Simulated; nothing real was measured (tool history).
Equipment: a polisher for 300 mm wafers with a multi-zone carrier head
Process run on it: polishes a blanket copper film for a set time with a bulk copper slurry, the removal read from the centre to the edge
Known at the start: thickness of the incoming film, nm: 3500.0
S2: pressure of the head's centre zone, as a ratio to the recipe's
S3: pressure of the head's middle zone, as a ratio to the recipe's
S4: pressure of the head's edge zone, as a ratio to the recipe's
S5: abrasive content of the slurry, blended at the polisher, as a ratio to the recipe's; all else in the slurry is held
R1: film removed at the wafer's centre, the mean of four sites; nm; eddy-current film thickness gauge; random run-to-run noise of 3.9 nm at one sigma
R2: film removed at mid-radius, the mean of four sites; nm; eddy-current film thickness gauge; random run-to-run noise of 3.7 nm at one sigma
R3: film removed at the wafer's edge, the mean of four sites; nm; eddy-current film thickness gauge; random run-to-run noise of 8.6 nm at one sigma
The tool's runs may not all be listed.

Run 1, day 0.000: flow of slurry (ml/min) 230, S2 1.00, S3 1.00, S4 1.00, S5 1.00, polishing time (s) 60. Result: R1 454.77 nm, R2 484.03 nm, R3 472.99 nm.
Run 2, day 0.117: flow of slurry (ml/min) 200, S2 1.00, S3 1.00, S4 1.00, S5 1.00, polishing time (s) 60. Result: R1 447.79 nm, R2 467.24 nm, R3 476.51 nm.
Run 3, day 0.412: flow of slurry (ml/min) 195, S2 0.99, S3 1.03, S4 1.05, S5 1.15, polishing time (s) 61. Result: R1 464.36 nm, R2 501.57 nm, R3 518.12 nm.
Run 4, day 0.483: flow of slurry (ml/min) 220, S2 0.98, S3 1.05, S4 1.09, S5 1.25, polishing time (s) 61. Result: R1 481.83 nm, R2 529.46 nm, R3 537.83 nm.
Run 5, day 0.854: flow of slurry (ml/min) 220, S2 0.98, S3 1.12, S4 1.09, S5 1.25, polishing time (s) 61. Result: R1 472.92 nm, R2 554.40 nm, R3 525.72 nm.
Run 6, day 0.879: flow of slurry (ml/min) 220, S2 0.98, S3 1.12, S4 1.09, S5 1.10, polishing time (s) 61. Result: R1 462.26 nm, R2 535.84 nm, R3 521.74 nm.
Run 7, day 1.250: flow of slurry (ml/min) 225, S2 0.97, S3 1.12, S4 1.12, S5 1.15, polishing time (s) 62. Result: R1 467.41 nm, R2 558.10 nm, R3 541.08 nm.

The next listed run, before its measurement:
Run 8, day 1.471: flow of slurry (ml/min) 225, S2 0.97, S3 1.11, S4 1.14, S5 1.20, polishing time (s) 63. Result: R1 ?, R2 ?, R3 ?.

Run 8 came out at R1 484.65 nm, R2 565.25 nm, R3 550.74 nm.

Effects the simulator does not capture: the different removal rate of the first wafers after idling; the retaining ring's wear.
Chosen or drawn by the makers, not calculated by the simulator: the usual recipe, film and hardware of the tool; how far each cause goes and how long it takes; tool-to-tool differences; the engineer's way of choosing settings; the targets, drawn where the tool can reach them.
